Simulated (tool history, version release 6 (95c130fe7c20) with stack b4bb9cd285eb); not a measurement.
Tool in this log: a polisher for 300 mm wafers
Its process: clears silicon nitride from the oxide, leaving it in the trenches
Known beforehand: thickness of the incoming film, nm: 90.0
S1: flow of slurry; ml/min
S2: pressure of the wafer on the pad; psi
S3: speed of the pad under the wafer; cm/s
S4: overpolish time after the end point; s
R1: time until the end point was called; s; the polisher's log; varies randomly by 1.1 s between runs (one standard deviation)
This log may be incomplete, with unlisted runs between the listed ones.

{"run": 1, "day": 0.0, "S1": 225, "S2": 3.4, "S3": 82, "S4": 10, "R1": 106.79}
{"run": 2, "day": 0.033, "S1": 225, "S2": 3.4, "S3": 82, "S4": 10, "R1": 107.46}
{"run": 3, "day": 0.279, "S1": 225, "S2": 3.9, "S3": 82, "S4": 10, "R1": 93.522}
{"run": 4, "day": 0.588, "S1": 225, "S2": 4.2, "S3": 82, "S4": 10, "R1": 87.376}
{"run": 5, "day": 0.946, "S1": 225, "S2": 4.2, "S3": 98, "S4": 10, "R1": 73.971}
{"run": 6, "day": 1.058, "S1": 225, "S2": 4.2, "S3": 90, "S4": 10, "R1": 79.753}
{"run": 7, "day": 1.212, "S1": 225, "S2": 4.4, "S3": 90, "S4": 10, "R1": 76.571}

Estimate the outcome of run 8 from the log above:
{"run": 8, "day": 1.579, "S1": 225, "S2": 4.5, "S3": 90, "S4": 10, "R1": "?"}

{"run 8": {"R1": 73.271}}

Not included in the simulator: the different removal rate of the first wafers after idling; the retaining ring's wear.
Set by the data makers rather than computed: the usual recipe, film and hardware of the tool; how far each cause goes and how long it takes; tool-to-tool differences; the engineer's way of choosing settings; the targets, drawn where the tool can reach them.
